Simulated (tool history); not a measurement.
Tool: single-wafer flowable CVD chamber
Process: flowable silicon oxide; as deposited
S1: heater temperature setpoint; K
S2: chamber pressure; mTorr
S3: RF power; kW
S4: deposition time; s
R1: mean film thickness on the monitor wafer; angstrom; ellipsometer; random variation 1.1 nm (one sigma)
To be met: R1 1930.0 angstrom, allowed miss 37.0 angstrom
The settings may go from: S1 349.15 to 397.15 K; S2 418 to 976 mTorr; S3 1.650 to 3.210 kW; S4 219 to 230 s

run 1 day=0.000 | S1=373.15 S2=697 S3=2.430 S4=230 | R1=1222.9
run 2 day=0.283 | S1=373.15 S2=697 S3=2.290 S4=230 | R1=1204.7
run 3 day=0.617 | S1=373.15 S2=697 S3=2.135 S4=230 | R1=1181.0
run 4 day=0.867 | S1=369.15 S2=697 S3=2.135 S4=230 | R1=1362.9
run 5 day=1.246 | S1=366.15 S2=697 S3=2.135 S4=230 | R1=1485.3
run 6 day=1.442 | S1=364.15 S2=697 S3=2.135 S4=230 | R1=1581.1
run 7 day=1.621 | S1=362.15 S2=697 S3=2.135 S4=230 | R1=1692.2
run 8 day=1.921 | S1=361.15 S2=697 S3=2.135 S4=230 | R1=1750.2

Which of these 4 next moves meets every target?
run A day=2.221 | S1=356.15 S2=633 S3=2.080 S4=230 | R1=?
run B day=2.221 | S1=356.15 S2=670 S3=2.100 S4=219 | R1=?
run C day=2.221 | S1=353.15 S2=651 S3=1.750 S4=226 | R1=?
run D day=2.221 | S1=359.15 S2=757 S3=2.165 S4=230 | R1=?

move=A R1=1829.3
move=B R1=1842.3
move=C R1=1930.7
move=D R1=2009.0
A: nearer than the last run, and not there yet
B: nearer than the last run, and not there yet
C: meets every target
D: takes the result that was furthest off past its target
The right move is C.
